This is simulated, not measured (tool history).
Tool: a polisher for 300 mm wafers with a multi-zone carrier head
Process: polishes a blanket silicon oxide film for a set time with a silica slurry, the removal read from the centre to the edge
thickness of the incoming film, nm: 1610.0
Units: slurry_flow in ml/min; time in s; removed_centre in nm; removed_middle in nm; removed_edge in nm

Run 1, hour 0.0: slurry_flow 130 ml/min, centre_zone 1.00, middle_zone 1.00, edge_zone 1.00, slurry_solids 1.00, time 73 s. Result: removed_centre 408.45 nm, removed_middle 375.86 nm, removed_edge 384.19 nm.
Run 2, hour 1.7: slurry_flow 115 ml/min, centre_zone 0.99, middle_zone 0.98, edge_zone 0.95, slurry_solids 0.85, time 61 s. Result: removed_centre 293.64 nm, removed_middle 274.61 nm, removed_edge 280.16 nm.
Run 3, hour 5.1: slurry_flow 115 ml/min, centre_zone 0.99, middle_zone 0.98, edge_zone 0.98, slurry_solids 0.85, time 61 s. Result: removed_centre 294.74 nm, removed_middle 279.25 nm, removed_edge 283.90 nm.
Run 4, hour 11.0: slurry_flow 110 ml/min, centre_zone 1.00, middle_zone 0.97, edge_zone 0.94, slurry_solids 0.75, time 54 s. Result: removed_centre 240.60 nm, removed_middle 228.75 nm, removed_edge 233.39 nm.
Run 5, hour 18.6: slurry_flow 105 ml/min, centre_zone 1.02, middle_zone 0.97, edge_zone 0.91, slurry_solids 0.70, time 50 s. Result: removed_centre 221.62 nm, removed_middle 202.64 nm, removed_edge 202.51 nm.
Run 6, hour 24.9: slurry_flow 85 ml/min, centre_zone 1.02, middle_zone 0.97, edge_zone 0.91, slurry_solids 0.70, time 50 s. Result: removed_centre 197.49 nm, removed_middle 182.66 nm, removed_edge 194.67 nm.
Run 7, hour 30.0: slurry_flow 85 ml/min, centre_zone 1.03, middle_zone 0.98, edge_zone 0.88, slurry_solids 0.65, time 48 s. Result: removed_centre 187.87 nm, removed_middle 170.43 nm, removed_edge 174.01 nm.
Run 8, hour 32.4: slurry_flow 85 ml/min, centre_zone 1.02, middle_zone 0.98, edge_zone 0.86, slurry_solids 0.60, time 48 s. Result: removed_centre 174.13 nm, removed_middle 166.34 nm, removed_edge 165.87 nm.

Forecast run 9:
Run 9, hour 39.6: slurry_flow 85 ml/min, centre_zone 1.03, middle_zone 0.98, edge_zone 0.85, slurry_solids 0.60, time 48 s. Result: removed_centre ?, removed_middle ?, removed_edge ?.

Run 9 gave removed_centre 180.27 nm, removed_middle 167.51 nm, removed_edge 162.90 nm.
